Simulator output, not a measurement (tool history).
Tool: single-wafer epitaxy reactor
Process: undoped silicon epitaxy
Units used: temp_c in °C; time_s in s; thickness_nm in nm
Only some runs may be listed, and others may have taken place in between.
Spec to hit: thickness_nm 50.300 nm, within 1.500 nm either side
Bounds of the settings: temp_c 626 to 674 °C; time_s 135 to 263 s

Run 1, day 0.000: temp_c 650 °C, time_s 199 s. Result: thickness_nm 34.981 nm.
Run 2, day 0.242: temp_c 658 °C, time_s 199 s. Result: thickness_nm 40.906 nm.
Run 3, day 0.375: temp_c 658 °C, time_s 217 s. Result: thickness_nm 44.687 nm.
Run 4, day 0.421: temp_c 658 °C, time_s 200 s. Result: thickness_nm 40.725 nm.
Run 5, day 0.471: temp_c 661 °C, time_s 201 s. Result: thickness_nm 43.723 nm.
At day 0.667: pyrometer calibrated.
Run 6, day 0.667: temp_c 663 °C, time_s 201 s. Result: thickness_nm 43.076 nm.
Run 7, day 1.029: temp_c 666 °C, time_s 202 s. Result: thickness_nm 45.913 nm.
Run 8, day 1.204: temp_c 668 °C, time_s 202 s. Result: thickness_nm 47.625 nm.
Run 9, day 1.525: temp_c 669 °C, time_s 202 s. Result: thickness_nm 48.223 nm.

Which of these 4 next moves meets every target?
Run A, day 1.846: temp_c 674 °C, time_s 189 s. Result: thickness_nm ?.
Run B, day 1.846: temp_c 672 °C, time_s 181 s. Result: thickness_nm ?.
Run C, day 1.846: temp_c 668 °C, time_s 194 s. Result: thickness_nm ?.
Run D, day 1.846: temp_c 670 °C, time_s 190 s. Result: thickness_nm ?.

move  thickness_nm
   A        49.858
   B        46.026
   C        45.820
   D        46.566
A: all results land within tolerance of their targets
B: its largest miss is bigger than the last run's
C: its largest miss is bigger than the last run's
D: its largest miss is bigger than the last run's
Answer: A
